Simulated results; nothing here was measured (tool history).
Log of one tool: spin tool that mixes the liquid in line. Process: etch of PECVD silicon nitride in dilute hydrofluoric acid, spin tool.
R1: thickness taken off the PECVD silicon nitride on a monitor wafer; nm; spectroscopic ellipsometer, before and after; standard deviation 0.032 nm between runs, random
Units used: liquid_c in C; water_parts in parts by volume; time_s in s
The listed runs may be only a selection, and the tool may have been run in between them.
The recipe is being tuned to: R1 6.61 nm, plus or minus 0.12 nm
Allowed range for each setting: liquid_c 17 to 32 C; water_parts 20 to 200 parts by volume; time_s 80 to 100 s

{"run": 1, "hour": 0.0, "liquid_c": 24, "water_parts": 110, "time_s": 100, "R1": 4.3864}
{"run": 2, "hour": 7.7, "liquid_c": 24, "water_parts": 110, "time_s": 80, "R1": 3.4793}
{"run": 3, "hour": 10.9, "liquid_c": 25, "water_parts": 110, "time_s": 80, "R1": 3.7718}
{"run": 4, "hour": 15.5, "liquid_c": 26, "water_parts": 105, "time_s": 80, "R1": 4.218}
{"run": 5, "hour": 20.1, "liquid_c": 27, "water_parts": 105, "time_s": 80, "R1": 4.4642}
{"run": 6, "hour": 21.1, "liquid_c": 27.5, "water_parts": 105, "time_s": 80, "R1": 4.6347}
{"run": 7, "hour": 27.3, "liquid_c": 28, "water_parts": 105, "time_s": 80, "R1": 4.7745}
{"run": 8, "hour": 31.3, "liquid_c": 28.5, "water_parts": 105, "time_s": 80, "R1": 4.92}
{"run": 9, "hour": 38.2, "liquid_c": 29, "water_parts": 105, "time_s": 80, "R1": 5.0954}
{"run": 10, "hour": 42.3, "liquid_c": 29.5, "water_parts": 105, "time_s": 80, "R1": 5.2803}
{"run": 11, "hour": 43.0, "liquid_c": 30, "water_parts": 105, "time_s": 80, "R1": 5.448}
{"run": 12, "hour": 48.5, "liquid_c": 30.5, "water_parts": 105, "time_s": 80, "R1": 5.5669}
{"run": 13, "hour": 49.3, "liquid_c": 31.5, "water_parts": 100, "time_s": 80, "R1": 6.2859}
{"run": 14, "hour": 55.1, "liquid_c": 31.5, "water_parts": 100, "time_s": 80, "R1": 6.201}
{"run": 15, "hour": 60.6, "liquid_c": 32, "water_parts": 100, "time_s": 80, "R1": 6.4498}
{"run": 16, "hour": 65.7, "liquid_c": 32, "water_parts": 95, "time_s": 80, "R1": 6.8149}

Below are 5 possible settings for the next run. Only one of them brings all results inside the allowed miss of their targets. Which is it?
{"run": "A", "hour": 70.8, "liquid_c": 25.5, "water_parts": 75, "time_s": 90, "R1": "?"}
{"run": "B", "hour": 70.8, "liquid_c": 31.5, "water_parts": 100, "time_s": 80, "R1": "?"}
{"run": "C", "hour": 70.8, "liquid_c": 31, "water_parts": 120, "time_s": 100, "R1": "?"}
{"run": "D", "hour": 70.8, "liquid_c": 32, "water_parts": 120, "time_s": 95, "R1": "?"}
{"run": "E", "hour": 70.8, "liquid_c": 27, "water_parts": 75, "time_s": 85, "R1": "?"}

move=A R1=6.3738
move=B R1=6.2811
move=C R1=6.334
move=D R1=6.4036
move=E R1=6.6499
A: carries the result that was furthest off beyond its target, to the other side
B: carries the result that was furthest off beyond its target, to the other side
C: carries the result that was furthest off beyond its target, to the other side
D: carries the result that was furthest off beyond its target, to the other side
E: all results in spec
So the answer is move E, the one that meets all the targets.
